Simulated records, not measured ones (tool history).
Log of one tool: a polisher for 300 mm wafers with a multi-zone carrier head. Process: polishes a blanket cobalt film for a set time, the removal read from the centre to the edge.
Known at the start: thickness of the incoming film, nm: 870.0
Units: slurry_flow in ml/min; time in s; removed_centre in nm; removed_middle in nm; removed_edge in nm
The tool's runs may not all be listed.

| run | day | slurry_flow | centre_zone | middle_zone | edge_zone | time | removed_centre | removed_middle | removed_edge |
|---|---|---|---|---|---|---|---|---|---|
| 1 | 0 | 145 | 1 | 1 | 1 | 43 | 308.86 | 306.41 | 308.04 |
| 2 | 0.1 | 145 | 1 | 0.99 | 0.97 | 40 | 283.68 | 281.64 | 278.93 |
| 3 | 0.392 | 145 | 1.04 | 0.99 | 0.97 | 40 | 296.88 | 279.15 | 279.14 |
| 4 | 0.529 | 145 | 1.04 | 0.98 | 0.94 | 38 | 282.47 | 270.46 | 260.14 |
| 5 | 0.579 | 145 | 1.08 | 0.98 | 0.94 | 38 | 293.51 | 263.19 | 267.62 |
| 6 | 0.888 | 145 | 1.08 | 0.98 | 0.97 | 38 | 297.06 | 261.02 | 266.12 |
| 7 | 1.15 | 145 | 1.08 | 0.98 | 0.97 | 38 | 297 | 264.22 | 266.28 |
| 8 | 1.438 | 145 | 1.07 | 0.97 | 0.95 | 36 | 271.11 | 250.31 | 249.2 |
| 9 | 1.754 | 145 | 1.07 | 0.96 | 0.92 | 35 | 270.39 | 243.13 | 239.82 |
| 10 | 2.008 | 140 | 1.06 | 0.95 | 0.9 | 34 | 255.13 | 229.13 | 229.99 |
| 11 | 2.375 | 135 | 1.06 | 0.96 | 0.88 | 34 | 251.42 | 229.14 | 226.81 |
| 12 | 2.467 | 130 | 1.06 | 0.97 | 0.87 | 34 | 249.57 | 232.3 | 224.13 |
| 13 | 2.7 | 125 | 1.06 | 0.97 | 0.86 | 34 | 246.85 | 223.93 | 220.09 |
| 14 | 2.862 | 120 | 1.06 | 0.98 | 0.85 | 34 | 244.22 | 224.55 | 221.48 |

Run 15 comes next. What will it give?
| 15 | 2.958 | 120 | 1.06 | 0.98 | 0.84 | 33 | ? | ? | ? |

removed_centre: 236.93 nm
removed_middle: 223.64 nm
removed_edge: 209 nm
